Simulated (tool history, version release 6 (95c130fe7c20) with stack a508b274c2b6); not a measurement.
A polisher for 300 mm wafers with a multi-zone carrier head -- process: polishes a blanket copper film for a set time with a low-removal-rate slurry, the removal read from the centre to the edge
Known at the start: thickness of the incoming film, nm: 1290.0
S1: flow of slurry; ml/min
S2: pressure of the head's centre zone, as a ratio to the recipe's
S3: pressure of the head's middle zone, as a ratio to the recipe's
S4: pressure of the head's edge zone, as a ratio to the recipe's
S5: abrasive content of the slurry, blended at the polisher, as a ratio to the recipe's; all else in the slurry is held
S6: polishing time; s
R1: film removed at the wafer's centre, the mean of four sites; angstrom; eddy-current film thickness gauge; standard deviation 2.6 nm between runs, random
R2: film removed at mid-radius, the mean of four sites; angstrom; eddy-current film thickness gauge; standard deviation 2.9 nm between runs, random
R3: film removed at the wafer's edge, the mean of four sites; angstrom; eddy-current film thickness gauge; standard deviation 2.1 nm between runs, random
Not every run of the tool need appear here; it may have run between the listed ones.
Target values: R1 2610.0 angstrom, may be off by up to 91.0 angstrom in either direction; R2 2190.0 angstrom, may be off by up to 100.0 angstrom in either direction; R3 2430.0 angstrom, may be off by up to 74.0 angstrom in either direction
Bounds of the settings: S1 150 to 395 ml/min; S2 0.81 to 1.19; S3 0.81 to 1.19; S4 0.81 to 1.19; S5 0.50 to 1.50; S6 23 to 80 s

run	day	S1	S2	S3	S4	S5	S6	R1	R2	R3
1	0.000	250	1.00	1.00	1.00	1.00	51	1746.3	1793.3	1858.6
2	0.075	260	1.04	1.00	1.03	1.10	52	1953.7	1872.5	1999.0
3	0.254	260	1.04	1.00	1.03	1.10	60	2249.1	2116.9	2291.3
4	0.375	260	1.04	1.00	1.03	1.10	53	1994.0	1968.3	2046.8
5	0.629	260	1.04	1.00	1.00	1.10	53	2004.6	1920.4	2013.2
6	0.667	270	1.07	1.00	1.03	1.15	53	2054.9	1955.4	2057.8
7	0.783	270	1.09	0.99	1.04	1.25	54	2225.1	2008.3	2155.1
8	1.158	275	1.11	0.99	1.07	1.30	54	2271.9	2050.0	2222.4
# day 1.338: edge zone pressure recalibrated
9	1.338	315	1.19	0.97	1.11	1.50	55	2559.1	2185.3	2316.0
10	1.488	315	1.19	0.96	1.12	1.50	55	2617.8	2139.4	2283.0

Exactly one of the 5 candidate moves below puts every result within its allowed miss. Which one?
A	1.638	330	1.19	1.05	1.05	1.15	56	?	?	?
B	1.638	370	1.14	0.92	1.11	1.50	57	?	?	?
C	1.638	235	1.13	0.86	1.19	1.45	58	?	?	?
D	1.638	365	1.19	1.10	1.02	1.50	54	?	?	?
E	1.638	365	1.19	1.00	1.05	1.40	55	?	?	?

move	R1	R2	R3
A	2502.0	2159.2	2135.9
B	2630.7	2159.6	2408.5
C	2492.3	1982.4	2429.3
D	2601.8	2319.4	2181.4
E	2603.7	2168.8	2218.1
A: moves away from the targets compared with the last run
B: all results in spec
C: the furthest-off result lands on target, but another misses its tolerance
D: moves away from the targets compared with the last run
E: moves away from the targets compared with the last run
So the answer is move B, the one that meets all the targets.
